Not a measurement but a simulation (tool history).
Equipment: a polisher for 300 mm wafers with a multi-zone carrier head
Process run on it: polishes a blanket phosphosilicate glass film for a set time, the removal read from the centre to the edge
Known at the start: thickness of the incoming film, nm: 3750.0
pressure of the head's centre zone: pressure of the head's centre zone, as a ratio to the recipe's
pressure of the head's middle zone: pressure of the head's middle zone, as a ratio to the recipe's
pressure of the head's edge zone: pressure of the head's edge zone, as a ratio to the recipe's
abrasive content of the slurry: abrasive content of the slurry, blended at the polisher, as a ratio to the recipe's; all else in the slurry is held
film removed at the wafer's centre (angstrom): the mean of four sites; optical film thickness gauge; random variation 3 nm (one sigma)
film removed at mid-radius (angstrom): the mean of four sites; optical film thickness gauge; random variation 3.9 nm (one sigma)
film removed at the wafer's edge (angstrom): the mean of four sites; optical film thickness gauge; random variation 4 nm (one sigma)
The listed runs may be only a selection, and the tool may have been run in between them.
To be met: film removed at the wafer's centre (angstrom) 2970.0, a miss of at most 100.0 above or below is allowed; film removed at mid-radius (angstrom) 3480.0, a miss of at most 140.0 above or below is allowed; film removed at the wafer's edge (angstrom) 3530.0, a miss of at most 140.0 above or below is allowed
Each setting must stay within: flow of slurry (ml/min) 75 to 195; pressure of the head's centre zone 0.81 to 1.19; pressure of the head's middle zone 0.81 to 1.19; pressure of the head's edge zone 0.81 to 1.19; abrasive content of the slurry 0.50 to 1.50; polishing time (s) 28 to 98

run  hour  flow of slurry (ml/min)  pressure of the head's centre zone  pressure of the head's middle zone  pressure of the head's edge zone  abrasive content of the slurry  polishing time (s)  film removed at the wafer's centre (angstrom)  film removed at mid-radius (angstrom)  film removed at the wafer's edge (angstrom)
  1   0.0                      125                                1.00                                1.00                              1.00                            1.00                  63                                         4639.8                                 4602.6                                       4603.3
  2   5.4                      125                                1.00                                1.00                              0.94                            1.00                  63                                         4622.0                                 4708.4                                       4504.9
  3  11.7                      120                                0.97                                0.99                              0.93                            0.95                  63                                         4304.7                                 4516.9                                       4343.1
  4  14.5                      135                                0.97                                0.99                              0.93                            0.95                  63                                         4474.5                                 4751.8                                       4529.8
  5  19.2                      135                                0.90                                0.99                              0.93                            0.95                  63                                         4089.5                                 4726.4                                       4492.2
  6  24.5                      135                                0.90                                0.99                              0.93                            0.95                  71                                         4691.0                                 5154.9                                       5016.4
  7  27.6                      125                                0.89                                0.98                              0.92                            0.85                  70                                         4290.4                                 4839.4                                       4599.0
  8  31.3                       90                                0.81                                0.88                              0.96                            0.60                  66                                         2790.9                                 3228.4                                       3638.8
  9  32.7                       95                                0.81                                0.89                              0.95                            0.60                  66                                         2900.3                                 3339.3                                       3607.5
 10  35.7                       95                                0.81                                0.90                              0.94                            0.60                  66                                         2870.9                                 3365.5                                       3685.5
 11  42.0                      125                                0.88                                0.97                              0.84                            0.50                  65                                         3124.3                                 3523.5                                       3320.7
 12  49.9                      125                                0.87                                0.97                              0.86                            0.50                  65                                         3033.0                                 3505.0                                       3289.6
 13  56.3                      115                                0.83                                0.91                              0.96                            0.65                  65                                         3283.0                                 3642.0                                       3823.1
 14  64.7                      115                                0.83                                0.91                              0.95                            0.65                  65                                         3173.8                                 3681.9                                       3878.9
 15  68.0                      110                                0.83                                0.92                              0.94                            0.65                  65                                         3190.1                                 3602.8                                       3794.0
 16  70.0                      105                                0.83                                0.93                              0.93                            0.65                  65                                         3113.9                                 3613.9                                       3699.3
 17  78.3                      100                                0.83                                0.93                              0.93                            0.65                  65                                         3065.1                                 3654.3                                       3721.6
 18  83.9                      100                                0.84                                0.93                              0.92                            0.65                  65                                         3089.9                                 3587.2                                       3650.3

5 candidate next runs follow, results not yet known. Just one meets every target within its allowed miss. Identify it.
  A  89.5                       90                                0.81                                0.94                              0.97                            0.60                  71                                              ?                                      ?                                            ?
  B  89.5                       90                                0.81                                0.86                              0.93                            0.60                  70                                              ?                                      ?                                            ?
  C  89.5                       75                                0.89                                1.09                              0.91                            0.60                  72                                              ?                                      ?                                            ?
  D  89.5                      105                                0.84                                0.95                              0.94                            0.55                  66                                              ?                                      ?                                            ?
  E  89.5                       90                                0.82                                1.06                              0.84                            1.00                  54                                              ?                                      ?                                            ?

move  film removed at the wafer's centre (angstrom)  film removed at mid-radius (angstrom)  film removed at the wafer's edge (angstrom)
   A                                         3033.0                                 3660.7                                       3859.4
   B                                         2988.7                                 3368.3                                       3744.0
   C                                         3102.0                                 3875.1                                       3628.7
   D                                         2983.7                                 3471.9                                       3522.9
   E                                         2908.2                                 3811.6                                       3444.6
A: the furthest-off result lands on target, but another misses its tolerance
B: the furthest-off result lands on target, but another misses its tolerance
C: lands further from the targets than the last run did
D: all results in spec
E: the furthest-off result lands on target, but another misses its tolerance
D is the move that brings every result within its allowed miss.

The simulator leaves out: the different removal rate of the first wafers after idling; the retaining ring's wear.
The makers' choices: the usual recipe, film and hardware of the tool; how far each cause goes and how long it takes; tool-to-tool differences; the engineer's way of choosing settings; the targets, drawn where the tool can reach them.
